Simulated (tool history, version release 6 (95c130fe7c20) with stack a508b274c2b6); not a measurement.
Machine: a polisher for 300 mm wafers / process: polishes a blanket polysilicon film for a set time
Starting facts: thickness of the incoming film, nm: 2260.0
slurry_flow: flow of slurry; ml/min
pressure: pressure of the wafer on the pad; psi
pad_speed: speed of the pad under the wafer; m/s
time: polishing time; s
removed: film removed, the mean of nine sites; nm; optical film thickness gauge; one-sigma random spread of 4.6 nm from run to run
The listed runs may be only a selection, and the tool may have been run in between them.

{"run": 1, "hour": 0.0, "slurry_flow": 205, "pressure": 1.7, "pad_speed": 0.9, "time": 64, "removed": 326.35}
{"run": 2, "hour": 8.1, "slurry_flow": 235, "pressure": 1.7, "pad_speed": 0.9, "time": 64, "removed": 331.21}
{"run": 3, "hour": 12.0, "slurry_flow": 235, "pressure": 1.9, "pad_speed": 0.9, "time": 64, "removed": 368.93}
{"run": 4, "hour": 14.1, "slurry_flow": 235, "pressure": 2.1, "pad_speed": 0.9, "time": 64, "removed": 397.77}
{"run": 5, "hour": 16.4, "slurry_flow": 235, "pressure": 2.3, "pad_speed": 0.9, "time": 64, "removed": 437.44}
{"run": 6, "hour": 24.5, "slurry_flow": 235, "pressure": 2.3, "pad_speed": 0.7, "time": 64, "removed": 339.55}
{"run": 7, "hour": 31.3, "slurry_flow": 235, "pressure": 2.3, "pad_speed": 0.72, "time": 64, "removed": 346.02}

Expected results for the next run?
{"run": 8, "hour": 36.1, "slurry_flow": 240, "pressure": 2.5, "pad_speed": 0.76, "time": 64, "removed": "?"}

removed: 395.83 nm
